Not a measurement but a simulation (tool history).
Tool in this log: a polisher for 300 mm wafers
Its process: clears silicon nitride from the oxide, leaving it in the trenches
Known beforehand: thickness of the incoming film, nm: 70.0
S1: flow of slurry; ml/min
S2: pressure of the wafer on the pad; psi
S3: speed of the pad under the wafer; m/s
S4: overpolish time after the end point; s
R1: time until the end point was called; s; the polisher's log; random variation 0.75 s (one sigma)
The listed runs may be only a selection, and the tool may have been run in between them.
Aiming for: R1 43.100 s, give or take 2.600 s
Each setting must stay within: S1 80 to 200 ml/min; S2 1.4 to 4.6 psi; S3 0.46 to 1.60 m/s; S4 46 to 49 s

{"run": 1, "hour": 0.0, "S1": 130, "S2": 3.0, "S3": 1.02, "S4": 46, "R1": 64.569}
{"run": 2, "hour": 8.2, "S1": 105, "S2": 3.0, "S3": 1.02, "S4": 46, "R1": 68.284}
{"run": 3, "hour": 15.8, "S1": 110, "S2": 3.3, "S3": 1.04, "S4": 46, "R1": 60.67}
{"run": 4, "hour": 17.2, "S1": 110, "S2": 3.7, "S3": 1.04, "S4": 46, "R1": 56.519}
{"run": 5, "hour": 23.8, "S1": 115, "S2": 3.9, "S3": 1.06, "S4": 46, "R1": 52.677}
{"run": 6, "hour": 24.5, "S1": 115, "S2": 4.1, "S3": 1.08, "S4": 46, "R1": 49.313}
{"run": 7, "hour": 33.5, "S1": 115, "S2": 4.2, "S3": 1.08, "S4": 46, "R1": 49.046}
{"run": 8, "hour": 39.7, "S1": 115, "S2": 4.3, "S3": 1.1, "S4": 46, "R1": 46.003}
{"run": 9, "hour": 41.3, "S1": 115, "S2": 4.4, "S3": 1.1, "S4": 46, "R1": 45.747}

Which of these 5 next moves meets every target?
{"run": "A", "hour": 42.9, "S1": 100, "S2": 4.1, "S3": 1.08, "S4": 46, "R1": "?"}
{"run": "B", "hour": 42.9, "S1": 125, "S2": 4.3, "S3": 1.06, "S4": 49, "R1": "?"}
{"run": "C", "hour": 42.9, "S1": 135, "S2": 4.6, "S3": 1.26, "S4": 49, "R1": "?"}
{"run": "D", "hour": 42.9, "S1": 125, "S2": 4.2, "S3": 1.2, "S4": 48, "R1": "?"}
{"run": "E", "hour": 42.9, "S1": 110, "S2": 4.4, "S3": 1.42, "S4": 46, "R1": "?"}

move=A R1=51.641
move=B R1=48.235
move=C R1=39.064
move=D R1=44.456
move=E R1=38.096
A: its largest miss is bigger than the last run's
B: its largest miss is bigger than the last run's
C: the result that was furthest off in the last run now lies on the other side of its target
D: in spec on every target
E: the result that was furthest off in the last run now lies on the other side of its target
So the answer is move D, the one that meets all the targets.
